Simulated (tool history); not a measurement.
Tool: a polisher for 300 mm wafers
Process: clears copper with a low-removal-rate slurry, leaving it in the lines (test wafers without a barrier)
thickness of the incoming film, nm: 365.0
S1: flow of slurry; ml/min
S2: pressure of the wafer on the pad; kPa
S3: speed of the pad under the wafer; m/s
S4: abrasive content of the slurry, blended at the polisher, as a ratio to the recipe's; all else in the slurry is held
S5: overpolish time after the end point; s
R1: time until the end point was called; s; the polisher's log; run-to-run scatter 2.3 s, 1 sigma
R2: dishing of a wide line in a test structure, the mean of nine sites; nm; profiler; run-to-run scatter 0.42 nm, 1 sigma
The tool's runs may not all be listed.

{"run": 1, "hour": 0.0, "S1": 210, "S2": 19.3, "S3": 1.16, "S4": 1, "S5": 19, "R1": 127.46, "R2": 32.71}
{"run": 2, "hour": 3.9, "S1": 210, "S2": 19.3, "S3": 1.16, "S4": 0.85, "S5": 19, "R1": 131.61, "R2": 31.065}
{"run": 3, "hour": 10.0, "S1": 210, "S2": 18.6, "S3": 1.16, "S4": 0.85, "S5": 19, "R1": 139.13, "R2": 30.226}
{"run": 4, "hour": 16.0, "S1": 210, "S2": 22.1, "S3": 1.16, "S4": 0.85, "S5": 19, "R1": 116.21, "R2": 35.116}
{"run": 5, "hour": 19.2, "S1": 210, "S2": 21.4, "S3": 1.16, "S4": 0.85, "S5": 19, "R1": 121.58, "R2": 33.642}
{"run": 6, "hour": 21.3, "S1": 210, "S2": 21.4, "S3": 1.16, "S4": 0.65, "S5": 19, "R1": 126.55, "R2": 32.561}

Predict the results of run 7:
{"run": 7, "hour": 23.3, "S1": 210, "S2": 20.7, "S3": 1.16, "S4": 0.65, "S5": 19, "R1": "?", "R2": "?"}

Run 7 yielded R1 128.87 s, R2 31.809 nm.
